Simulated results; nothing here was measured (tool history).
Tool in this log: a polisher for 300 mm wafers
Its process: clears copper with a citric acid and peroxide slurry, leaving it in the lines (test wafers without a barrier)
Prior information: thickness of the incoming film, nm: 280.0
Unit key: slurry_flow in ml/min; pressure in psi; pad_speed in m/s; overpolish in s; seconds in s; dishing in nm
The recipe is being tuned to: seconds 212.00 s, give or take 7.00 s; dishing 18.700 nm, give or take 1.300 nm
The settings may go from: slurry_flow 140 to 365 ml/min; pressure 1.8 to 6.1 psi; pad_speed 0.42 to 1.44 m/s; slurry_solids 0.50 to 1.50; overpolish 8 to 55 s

run 1 hour=0.0 | slurry_flow=235 pressure=3.9 pad_speed=0.92 slurry_solids=1.00 overpolish=28 | seconds=134.18 dishing=45.069
run 2 hour=4.7 | slurry_flow=235 pressure=3.9 pad_speed=1.12 slurry_solids=1.00 overpolish=28 | seconds=110.63 dishing=50.513
run 3 hour=9.4 | slurry_flow=235 pressure=3.5 pad_speed=1.10 slurry_solids=1.00 overpolish=25 | seconds=119.86 dishing=44.645
run 4 hour=13.2 | slurry_flow=235 pressure=3.1 pad_speed=1.10 slurry_solids=1.00 overpolish=25 | seconds=127.30 dishing=40.905
run 5 hour=15.2 | slurry_flow=290 pressure=3.1 pad_speed=1.10 slurry_solids=1.00 overpolish=25 | seconds=126.34 dishing=41.938
run 6 hour=18.4 | slurry_flow=290 pressure=2.8 pad_speed=1.04 slurry_solids=1.00 overpolish=22 | seconds=141.73 dishing=33.844
run 7 hour=19.1 | slurry_flow=290 pressure=2.6 pad_speed=1.00 slurry_solids=1.00 overpolish=21 | seconds=152.82 dishing=32.092
run 8 hour=22.4 | slurry_flow=290 pressure=2.4 pad_speed=0.96 slurry_solids=1.00 overpolish=19 | seconds=164.95 dishing=26.928
run 9 hour=28.5 | slurry_flow=280 pressure=1.8 pad_speed=0.84 slurry_solids=1.00 overpolish=15 | seconds=212.12 dishing=17.230
-- hour=31.6 slurry nozzle cleaned
run 10 hour=31.6 | slurry_flow=285 pressure=1.8 pad_speed=0.84 slurry_solids=1.00 overpolish=16 | seconds=205.81 dishing=17.857
run 11 hour=40.2 | slurry_flow=285 pressure=1.8 pad_speed=0.84 slurry_solids=1.00 overpolish=17 | seconds=204.26 dishing=19.631

Below are 4 possible settings for the next run. Only one of them brings all results inside the allowed miss of their targets. Which is it?
run A hour=48.8 | slurry_flow=310 pressure=2.1 pad_speed=0.80 slurry_solids=1.20 overpolish=18 | seconds=? dishing=?
run B hour=48.8 | slurry_flow=290 pressure=1.8 pad_speed=0.90 slurry_solids=0.95 overpolish=17 | seconds=? dishing=?
run C hour=48.8 | slurry_flow=305 pressure=2.0 pad_speed=0.82 slurry_solids=1.15 overpolish=18 | seconds=? dishing=?
run D hour=48.8 | slurry_flow=285 pressure=1.8 pad_speed=0.82 slurry_solids=1.00 overpolish=17 | seconds=? dishing=?

move=A seconds=192.35 dishing=21.465
move=B seconds=191.73 dishing=20.392
move=C seconds=193.52 dishing=21.335
move=D seconds=208.11 dishing=18.912
A: its largest miss is bigger than the last run's
B: its largest miss is bigger than the last run's
C: its largest miss is bigger than the last run's
D: meets every target
The right move is D.

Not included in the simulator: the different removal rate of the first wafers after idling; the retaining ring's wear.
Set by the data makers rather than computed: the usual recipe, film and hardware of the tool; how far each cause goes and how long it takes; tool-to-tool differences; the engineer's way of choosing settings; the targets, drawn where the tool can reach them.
